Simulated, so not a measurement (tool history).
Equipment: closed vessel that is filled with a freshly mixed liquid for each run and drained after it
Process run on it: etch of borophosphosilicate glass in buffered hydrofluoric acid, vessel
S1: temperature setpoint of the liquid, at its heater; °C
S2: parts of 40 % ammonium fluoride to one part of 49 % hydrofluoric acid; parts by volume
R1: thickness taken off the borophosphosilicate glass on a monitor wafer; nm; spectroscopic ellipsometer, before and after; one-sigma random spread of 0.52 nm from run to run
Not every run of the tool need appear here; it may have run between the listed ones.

{"run": 1, "hour": 0.0, "S1": 21.0, "S2": 11.0, "time in the liquid (s)": 95, "R1": 92.612}
{"run": 2, "hour": 8.9, "S1": 21.5, "S2": 11.0, "time in the liquid (s)": 95, "R1": 95.023}
{"run": 3, "hour": 16.4, "S1": 21.5, "S2": 14.0, "time in the liquid (s)": 95, "R1": 74.817}
{"run": 4, "hour": 24.9, "S1": 18.5, "S2": 14.0, "time in the liquid (s)": 95, "R1": 62.985}
{"run": 5, "hour": 27.9, "S1": 19.5, "S2": 14.0, "time in the liquid (s)": 95, "R1": 66.83}
{"run": 6, "hour": 34.6, "S1": 19.5, "S2": 17.0, "time in the liquid (s)": 95, "R1": 55.397}
{"run": 7, "hour": 42.0, "S1": 20.5, "S2": 16.5, "time in the liquid (s)": 95, "R1": 60.037}

The next listed run, before its measurement:
{"run": 8, "hour": 43.7, "S1": 21.5, "S2": 16.0, "time in the liquid (s)": 95, "R1": "?"}

{"run 8": {"R1": 65.503}}
